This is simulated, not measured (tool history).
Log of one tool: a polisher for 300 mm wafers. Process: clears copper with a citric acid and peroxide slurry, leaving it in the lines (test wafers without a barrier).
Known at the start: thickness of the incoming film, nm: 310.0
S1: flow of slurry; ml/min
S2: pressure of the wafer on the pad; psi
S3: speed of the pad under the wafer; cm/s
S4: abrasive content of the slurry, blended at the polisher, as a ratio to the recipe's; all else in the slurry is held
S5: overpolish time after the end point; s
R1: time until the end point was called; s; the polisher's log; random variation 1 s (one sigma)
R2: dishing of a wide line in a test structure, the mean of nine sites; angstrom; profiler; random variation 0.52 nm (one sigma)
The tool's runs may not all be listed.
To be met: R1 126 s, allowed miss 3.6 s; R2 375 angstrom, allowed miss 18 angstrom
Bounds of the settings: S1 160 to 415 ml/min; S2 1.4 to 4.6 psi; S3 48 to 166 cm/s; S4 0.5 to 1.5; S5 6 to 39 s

run	hour	S1	S2	S3	S4	S5	R1	R2
1	0	265	3	106	1	20	127.57	270.52
2	2.7	265	2.7	106	1	20	139.45	248.73
3	6.5	265	2.7	106	1	24	139.95	292.77
4	7.8	265	2.7	106	1	30	140.95	344.37
5	12.9	265	2.7	106	1	36	139.82	408.42
6	21.8	270	2.8	106	1	34	135.45	406.88
7	25.1	270	2.8	106	1	34	134.17	391.28
8	32.4	285	2.8	106	1	33	135.34	410.28

Which of these 5 next moves meets every target?
A	39.7	330	2.9	104	1.15	29	?	?
B	39.7	220	2.5	134	1.1	34	?	?
C	39.7	250	3.1	112	1	31	?	?
D	39.7	235	3.5	102	0.95	26	?	?
E	39.7	315	3.1	104	0.95	33	?	?

move	R1	R2
A	127.72	380.64
B	124.2	437.64
C	120.1	423.7
D	118.68	372.83
E	127.37	425.08
A: meets every target
B: brings the result that was furthest off to its target, and leaves another outside
C: takes the result that was furthest off past its target
D: takes the result that was furthest off past its target
E: brings the result that was furthest off to its target, and leaves another outside
Move A is the one to make.
